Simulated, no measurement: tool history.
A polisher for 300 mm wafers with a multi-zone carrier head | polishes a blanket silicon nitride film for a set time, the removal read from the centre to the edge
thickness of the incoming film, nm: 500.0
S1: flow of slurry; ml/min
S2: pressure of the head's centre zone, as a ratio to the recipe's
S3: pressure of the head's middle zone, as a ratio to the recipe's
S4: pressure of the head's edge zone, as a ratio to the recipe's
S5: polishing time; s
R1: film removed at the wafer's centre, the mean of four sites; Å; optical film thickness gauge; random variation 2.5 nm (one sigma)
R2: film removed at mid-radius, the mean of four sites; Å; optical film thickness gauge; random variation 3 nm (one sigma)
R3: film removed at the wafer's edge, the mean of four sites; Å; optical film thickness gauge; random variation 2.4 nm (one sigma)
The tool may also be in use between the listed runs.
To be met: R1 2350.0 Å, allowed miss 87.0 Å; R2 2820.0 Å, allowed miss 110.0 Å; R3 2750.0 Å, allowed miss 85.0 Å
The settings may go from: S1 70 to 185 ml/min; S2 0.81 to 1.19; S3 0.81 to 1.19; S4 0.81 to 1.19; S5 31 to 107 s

run  hour   S1    S2    S3    S4  S5      R1      R2      R3
  1   0.0  120  1.00  1.00  1.00  69  1842.6  1881.7  1883.5
  2   1.7   90  1.00  1.00  1.00  69  1716.4  1777.3  1844.8
  3   5.0   95  0.99  1.02  1.03  73  1864.0  1914.8  1959.6
  4  13.9   95  0.95  1.03  1.04  78  1915.1  2091.5  2095.2
  5  22.3  110  0.95  1.03  1.04  78  1959.9  2087.9  2161.4
  6  28.7  110  0.95  1.03  1.04  63  1590.4  1697.7  1742.4
  7  33.4  110  0.95  1.03  1.04  63  1572.5  1737.9  1740.6
  8  36.4  115  0.93  1.05  1.06  69  1745.2  1927.1  1936.3
  9  39.0  145  0.83  1.15  1.16  88  2021.7  2710.7  2617.1
 10  43.6  150  0.85  1.15  1.16  88  2103.0  2725.5  2676.5
 11  50.6  150  0.85  1.15  1.16  88  2152.2  2693.8  2685.2
 12  58.2  155  0.85  1.16  1.15  88  2156.9  2756.6  2707.0
 13  67.1  160  0.86  1.16  1.14  88  2177.3  2791.0  2639.1
 14  67.7  160  0.86  1.16  1.14  88  2156.7  2755.9  2653.9
 15  69.5  160  0.87  1.16  1.14  88  2198.3  2746.6  2642.8

4 next moves are on the table. One of them brings every result within its allowed miss. Which?
  A  71.3  155  0.88  1.05  1.19  89   ?   ?   ?
  B  71.3  140  0.93  1.18  1.17  90   ?   ?   ?
  C  71.3  155  0.84  1.15  1.17  89   ?   ?   ?
  D  71.3  155  0.81  1.17  1.14  86   ?   ?   ?

move      R1      R2      R3
   A  2212.6  2605.3  2739.9
   B  2322.2  2804.4  2709.9
   C  2112.3  2772.2  2713.3
   D  1967.8  2711.4  2586.9
A: further off than the last run
B: meets every target
C: further off than the last run
D: further off than the last run
Move B is the one to make.
